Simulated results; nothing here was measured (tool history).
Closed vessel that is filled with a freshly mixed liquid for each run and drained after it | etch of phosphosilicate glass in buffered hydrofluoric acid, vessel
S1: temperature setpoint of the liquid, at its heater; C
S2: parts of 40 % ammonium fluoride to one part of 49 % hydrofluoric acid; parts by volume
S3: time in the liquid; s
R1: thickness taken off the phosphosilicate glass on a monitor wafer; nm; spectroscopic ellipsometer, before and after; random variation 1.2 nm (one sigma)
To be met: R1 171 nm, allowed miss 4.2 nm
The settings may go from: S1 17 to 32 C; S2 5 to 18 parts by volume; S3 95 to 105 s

| run | day | S1 | S2 | S3 | R1 |
|---|---|---|---|---|---|
| 1 | 0 | 25 | 11 | 95 | 260.49 |
| 2 | 0.142 | 25 | 13 | 95 | 216.15 |
| 3 | 0.412 | 25 | 14.5 | 95 | 195.47 |
| 4 | 0.621 | 25 | 14.5 | 105 | 217.59 |
| 5 | 0.754 | 28.5 | 14.5 | 105 | 260.25 |
| 6 | 0.988 | 26.5 | 14.5 | 105 | 233.95 |
| 7 | 1.1 | 25 | 14.5 | 105 | 217.5 |
| 8 | 1.446 | 24 | 14.5 | 105 | 200.78 |

Which of these 4 next moves meets every target?
| A | 1.792 | 26.5 | 17 | 95 | ? |
| B | 1.792 | 25.5 | 13 | 95 | ? |
| C | 1.792 | 23.5 | 12 | 105 | ? |
| D | 1.792 | 23 | 15 | 95 | ? |

| move | R1 |
|---|---|
| A | 182.76 |
| B | 225.25 |
| C | 241.26 |
| D | 170.6 |
A: nearer than the last run, and not there yet
B: further off than the last run
C: further off than the last run
D: meets every target
Move D is the one to make.

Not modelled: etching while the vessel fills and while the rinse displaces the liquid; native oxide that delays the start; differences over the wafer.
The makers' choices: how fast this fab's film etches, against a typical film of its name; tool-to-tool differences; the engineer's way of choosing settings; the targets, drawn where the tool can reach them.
